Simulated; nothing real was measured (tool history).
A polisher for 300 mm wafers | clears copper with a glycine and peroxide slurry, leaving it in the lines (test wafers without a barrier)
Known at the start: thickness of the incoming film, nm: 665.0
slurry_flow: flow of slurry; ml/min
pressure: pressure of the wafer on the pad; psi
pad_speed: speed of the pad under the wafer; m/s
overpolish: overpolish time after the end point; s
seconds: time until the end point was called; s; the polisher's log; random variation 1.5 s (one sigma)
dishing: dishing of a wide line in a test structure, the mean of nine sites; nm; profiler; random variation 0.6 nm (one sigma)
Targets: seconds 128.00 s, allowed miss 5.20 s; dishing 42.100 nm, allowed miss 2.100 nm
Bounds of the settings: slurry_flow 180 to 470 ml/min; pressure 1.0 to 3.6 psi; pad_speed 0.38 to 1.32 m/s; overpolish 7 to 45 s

run	hour	slurry_flow	pressure	pad_speed	overpolish	seconds	dishing
1	0.0	300	2.3	0.84	23	150.76	42.131
2	0.9	300	2.3	0.84	30	154.07	45.011
3	9.3	300	2.3	0.98	30	132.14	45.837
4	10.9	260	2.3	0.98	30	135.29	46.760
5	13.6	260	2.3	0.98	37	134.47	47.553
6	19.5	260	1.8	0.98	37	162.23	47.131
7	26.8	260	2.0	0.98	32	148.53	47.128
8	31.5	275	2.1	0.98	27	143.21	45.510
9	36.0	285	2.2	0.98	23	139.11	41.482
10	43.7	285	2.3	0.98	23	135.69	42.098
11	49.5	285	2.3	0.98	23	134.56	42.333

Which of these 5 next moves meets every target?
A	55.3	305	2.7	1.02	39	?	?
B	55.3	355	2.0	1.04	27	?	?
C	55.3	180	2.8	0.72	23	?	?
D	55.3	255	2.5	1.04	35	?	?
E	55.3	285	2.1	1.14	21	?	?

move	seconds	dishing
A	114.74	47.561
B	142.21	43.759
C	153.63	41.158
D	121.89	46.871
E	129.20	40.975
A: takes the result that was furthest off past its target
B: further off than the last run
C: further off than the last run
D: takes the result that was furthest off past its target
E: meets every target
The right move is E.
